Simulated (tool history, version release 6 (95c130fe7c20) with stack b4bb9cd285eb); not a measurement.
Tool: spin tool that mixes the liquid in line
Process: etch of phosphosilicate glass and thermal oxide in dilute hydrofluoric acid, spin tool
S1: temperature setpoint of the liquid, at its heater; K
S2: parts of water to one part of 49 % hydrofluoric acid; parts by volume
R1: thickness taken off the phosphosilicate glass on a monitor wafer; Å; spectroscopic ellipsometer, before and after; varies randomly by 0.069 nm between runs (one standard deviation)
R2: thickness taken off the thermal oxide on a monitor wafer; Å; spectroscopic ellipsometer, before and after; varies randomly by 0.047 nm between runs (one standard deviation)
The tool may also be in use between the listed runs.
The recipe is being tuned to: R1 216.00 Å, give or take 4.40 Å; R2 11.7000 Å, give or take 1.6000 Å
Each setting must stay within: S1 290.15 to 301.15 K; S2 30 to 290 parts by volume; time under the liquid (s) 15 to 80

Run 1, hour 0.0: S1 293.15 K, S2 160 parts by volume, time under the liquid (s) 40. Result: R1 170.27 Å, R2 8.9554 Å.
Run 2, hour 4.1: S1 294.15 K, S2 160 parts by volume, time under the liquid (s) 40. Result: R1 177.89 Å, R2 10.3440 Å.
Run 3, hour 7.0: S1 294.15 K, S2 155 parts by volume, time under the liquid (s) 40. Result: R1 183.65 Å, R2 9.3944 Å.
Run 4, hour 8.4: S1 294.15 K, S2 190 parts by volume, time under the liquid (s) 40. Result: R1 145.07 Å, R2 7.7838 Å.
Run 5, hour 16.6: S1 294.15 K, S2 160 parts by volume, time under the liquid (s) 40. Result: R1 176.47 Å, R2 10.1140 Å.
Run 6, hour 20.8: S1 294.15 K, S2 120 parts by volume, time under the liquid (s) 40. Result: R1 246.71 Å, R2 13.9590 Å.
Run 7, hour 23.1: S1 293.65 K, S2 120 parts by volume, time under the liquid (s) 40. Result: R1 243.96 Å, R2 12.6110 Å.
Run 8, hour 27.3: S1 293.65 K, S2 125 parts by volume, time under the liquid (s) 40. Result: R1 231.89 Å, R2 13.3830 Å.
Run 9, hour 35.2: S1 293.15 K, S2 125 parts by volume, time under the liquid (s) 40. Result: R1 226.29 Å, R2 12.8820 Å.
Run 10, hour 40.7: S1 292.65 K, S2 125 parts by volume, time under the liquid (s) 40. Result: R1 223.05 Å, R2 11.1550 Å.

4 next moves are on the table. One of them brings every result within its allowed miss. Which?
Run A, hour 46.2: S1 292.65 K, S2 150 parts by volume, time under the liquid (s) 50. Result: R1 ?, R2 ?.
Run B, hour 46.2: S1 295.65 K, S2 135 parts by volume, time under the liquid (s) 40. Result: R1 ?, R2 ?.
Run C, hour 46.2: S1 291.65 K, S2 150 parts by volume, time under the liquid (s) 50. Result: R1 ?, R2 ?.
Run D, hour 46.2: S1 291.65 K, S2 130 parts by volume, time under the liquid (s) 45. Result: R1 ?, R2 ?.

move      R1       R2
   A  225.84  12.6910
   B  229.74  12.9100
   C  216.94  12.1910
   D  229.92  12.9200
A: lands further from the targets than the last run did
B: lands further from the targets than the last run did
C: all results land within tolerance of their targets
D: lands further from the targets than the last run did
The move that meets every target is C.
